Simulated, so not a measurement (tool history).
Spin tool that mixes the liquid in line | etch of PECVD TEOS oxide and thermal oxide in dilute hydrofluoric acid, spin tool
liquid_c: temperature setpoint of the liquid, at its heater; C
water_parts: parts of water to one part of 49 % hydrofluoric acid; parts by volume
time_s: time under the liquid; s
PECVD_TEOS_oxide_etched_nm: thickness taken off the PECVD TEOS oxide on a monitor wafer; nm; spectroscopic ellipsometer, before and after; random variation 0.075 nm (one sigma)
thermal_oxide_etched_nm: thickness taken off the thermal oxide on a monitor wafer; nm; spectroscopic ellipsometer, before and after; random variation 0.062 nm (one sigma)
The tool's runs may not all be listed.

| run | hour | liquid_c | water_parts | time_s | PECVD_TEOS_oxide_etched_nm | thermal_oxide_etched_nm |
|---|---|---|---|---|---|---|
| 1 | 0 | 20 | 165 | 180 | 9.7891 | 4.0467 |
| 2 | 4.4 | 20 | 135 | 180 | 12.331 | 5.1053 |
| 3 | 8.7 | 21 | 135 | 180 | 12.901 | 5.28 |
| 4 | 16.8 | 21 | 170 | 180 | 9.7965 | 4.0456 |
| 5 | 21.3 | 22 | 165 | 180 | 10.637 | 4.2902 |
| 6 | 28.3 | 22.5 | 155 | 180 | 11.661 | 4.7503 |
| 7 | 32.6 | 23 | 150 | 180 | 12.317 | 5.1039 |
| 8 | 41.2 | 23.5 | 145 | 180 | 13.058 | 5.4011 |
| 9 | 43.4 | 24 | 145 | 180 | 13.376 | 5.5075 |
| 10 | 52.2 | 24.5 | 145 | 180 | 13.679 | 5.6006 |
| 11 | 53.4 | 25 | 145 | 180 | 13.766 | 5.6872 |
| 12 | 60.4 | 25.5 | 145 | 180 | 14.053 | 5.8668 |
| 13 | 66.7 | 28 | 125 | 180 | 18.235 | 7.6429 |

Forecast run 14:
| 14 | 67.4 | 27 | 125 | 180 | ? | ? |

{"run 14": {"PECVD_TEOS_oxide_etched_nm": 17.768, "thermal_oxide_etched_nm": 7.3671}}

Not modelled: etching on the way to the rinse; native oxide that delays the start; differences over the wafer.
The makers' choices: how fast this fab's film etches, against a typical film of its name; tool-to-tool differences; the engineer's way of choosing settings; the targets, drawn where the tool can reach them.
